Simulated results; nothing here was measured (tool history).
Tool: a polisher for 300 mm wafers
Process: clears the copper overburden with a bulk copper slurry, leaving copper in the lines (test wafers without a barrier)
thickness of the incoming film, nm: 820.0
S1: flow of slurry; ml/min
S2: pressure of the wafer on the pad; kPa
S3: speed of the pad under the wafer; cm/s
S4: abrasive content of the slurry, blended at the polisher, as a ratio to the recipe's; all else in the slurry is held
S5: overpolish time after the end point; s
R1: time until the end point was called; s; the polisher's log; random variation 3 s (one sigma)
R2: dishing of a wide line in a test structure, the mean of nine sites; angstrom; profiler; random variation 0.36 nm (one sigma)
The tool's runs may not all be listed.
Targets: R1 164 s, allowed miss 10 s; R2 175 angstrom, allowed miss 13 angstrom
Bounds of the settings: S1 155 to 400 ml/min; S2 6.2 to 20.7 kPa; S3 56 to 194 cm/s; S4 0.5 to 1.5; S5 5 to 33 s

run 1 hour=0 | S1=255 S2=13.1 S3=124 S4=1 S5=17 | R1=101.28 R2=559.58
run 2 hour=7.2 | S1=255 S2=12.4 S3=122 S4=1 S5=15 | R1=113.71 R2=492.14
run 3 hour=14.2 | S1=265 S2=11.7 S3=122 S4=1.05 S5=14 | R1=115.62 R2=458.7
run 4 hour=20.7 | S1=285 S2=11 S3=120 S4=1.1 S5=13 | R1=118.93 R2=413.69
run 5 hour=22 | S1=300 S2=10.3 S3=116 S4=1.15 S5=12 | R1=130.15 R2=395.2
run 6 hour=24.9 | S1=315 S2=9.7 S3=114 S4=1.2 S5=11 | R1=135.12 R2=361.49
run 7 hour=26.8 | S1=325 S2=9 S3=112 S4=1.25 S5=10 | R1=142.28 R2=324.18
run 8 hour=32.9 | S1=395 S2=6.2 S3=100 S4=1.5 S5=5 | R1=212.57 R2=129.43
run 9 hour=33.9 | S1=390 S2=6.2 S3=100 S4=1.5 S5=5 | R1=216.82 R2=138.66
run 10 hour=39.9 | S1=380 S2=10.3 S3=102 S4=1.5 S5=9 | R1=126.07 R2=333.98
run 11 hour=46.3 | S1=380 S2=9.7 S3=104 S4=1.5 S5=8 | R1=134.56 R2=292.8
run 12 hour=53.2 | S1=380 S2=9 S3=106 S4=1.5 S5=8 | R1=142.74 R2=280.09
run 13 hour=56.6 | S1=350 S2=6.2 S3=116 S4=1.35 S5=5 | R1=201.02 R2=143.17
run 14 hour=64.2 | S1=350 S2=6.2 S3=118 S4=1.35 S5=5 | R1=197.9 R2=145.69
run 15 hour=65 | S1=350 S2=6.2 S3=120 S4=1.35 S5=5 | R1=194.07 R2=144.78
run 16 hour=69.3 | S1=350 S2=9 S3=120 S4=1.35 S5=10 | R1=138.91 R2=340.49

Which of these 4 next moves meets every target?
run A hour=73.6 | S1=320 S2=9 S3=100 S4=1.25 S5=5 | R1=? R2=?
run B hour=73.6 | S1=330 S2=8.3 S3=86 S4=1.45 S5=6 | R1=? R2=?
run C hour=73.6 | S1=335 S2=8.3 S3=90 S4=1.45 S5=8 | R1=? R2=?
run D hour=73.6 | S1=360 S2=7.6 S3=124 S4=1.35 S5=7 | R1=? R2=?

move=A R1=164.84 R2=181.77
move=B R1=191.99 R2=185.5
move=C R1=184.86 R2=240.21
move=D R1=156.21 R2=244.9
A: meets every target
B: brings the result that was furthest off to its target, and leaves another outside
C: nearer than the last run, and not there yet
D: nearer than the last run, and not there yet
Move A is the one to make.

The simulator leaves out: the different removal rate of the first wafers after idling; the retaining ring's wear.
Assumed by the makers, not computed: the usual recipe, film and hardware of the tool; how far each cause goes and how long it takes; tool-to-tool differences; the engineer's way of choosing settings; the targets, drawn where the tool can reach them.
